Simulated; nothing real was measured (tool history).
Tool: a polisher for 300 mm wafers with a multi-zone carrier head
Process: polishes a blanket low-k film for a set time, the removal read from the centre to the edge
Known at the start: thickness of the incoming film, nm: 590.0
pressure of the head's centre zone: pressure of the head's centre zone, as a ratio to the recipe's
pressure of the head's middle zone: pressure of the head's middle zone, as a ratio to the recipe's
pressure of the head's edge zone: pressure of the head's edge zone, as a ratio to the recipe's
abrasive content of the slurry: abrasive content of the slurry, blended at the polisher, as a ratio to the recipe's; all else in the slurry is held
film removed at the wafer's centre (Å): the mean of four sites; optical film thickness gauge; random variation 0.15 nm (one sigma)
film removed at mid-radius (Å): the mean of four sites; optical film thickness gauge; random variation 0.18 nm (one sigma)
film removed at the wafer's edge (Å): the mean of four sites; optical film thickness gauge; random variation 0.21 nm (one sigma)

| run | hour | flow of slurry (ml/min) | pressure of the head's centre zone | pressure of the head's middle zone | pressure of the head's edge zone | abrasive content of the slurry | polishing time (s) | film removed at the wafer's centre (Å) | film removed at mid-radius (Å) | film removed at the wafer's edge (Å) |
|---|---|---|---|---|---|---|---|---|---|---|
| 1 | 0 | 315 | 1 | 1 | 1 | 1 | 83 | 317.67 | 325.15 | 324.86 |
| 2 | 7.2 | 310 | 0.97 | 0.98 | 0.97 | 0.95 | 83 | 302.08 | 309.49 | 306.41 |
| 3 | 10.6 | 310 | 0.97 | 0.98 | 0.97 | 0.95 | 97 | 351.26 | 363.31 | 362.07 |
| 4 | 18.2 | 310 | 1.05 | 0.98 | 0.97 | 0.95 | 97 | 385.59 | 362.04 | 359.05 |
| 5 | 20 | 300 | 1 | 0.97 | 0.96 | 0.85 | 96 | 334.1 | 333.4 | 330.16 |
| 6 | 24.3 | 300 | 1 | 0.91 | 0.96 | 0.85 | 96 | 334.88 | 314.85 | 334.06 |
| 7 | 30.1 | 290 | 0.96 | 0.9 | 0.93 | 0.8 | 96 | 308.21 | 298.23 | 313.72 |
| 8 | 32.2 | 290 | 0.96 | 0.9 | 0.93 | 0.8 | 96 | 306.09 | 297.13 | 312.02 |
| 9 | 32.8 | 275 | 0.93 | 0.9 | 0.91 | 0.75 | 96 | 284.56 | 285.52 | 292.78 |
| 10 | 35.9 | 260 | 0.91 | 0.9 | 0.91 | 0.75 | 96 | 274.91 | 282.44 | 294.92 |
| 11 | 41.8 | 250 | 0.89 | 0.9 | 0.89 | 0.75 | 96 | 267.1 | 279.17 | 294.18 |
| 12 | 45.1 | 255 | 0.88 | 0.9 | 0.88 | 0.7 | 96 | 247.97 | 271.85 | 277.78 |
| 13 | 45.7 | 255 | 0.87 | 0.89 | 0.87 | 0.7 | 96 | 250.92 | 269.84 | 273.83 |

Forecast run 14:
| 14 | 54.4 | 250 | 0.86 | 0.89 | 0.86 | 0.7 | 96 | ? | ? | ? |

film removed at the wafer's centre (Å): 244.86
film removed at mid-radius (Å): 264.75
film removed at the wafer's edge (Å): 275.54
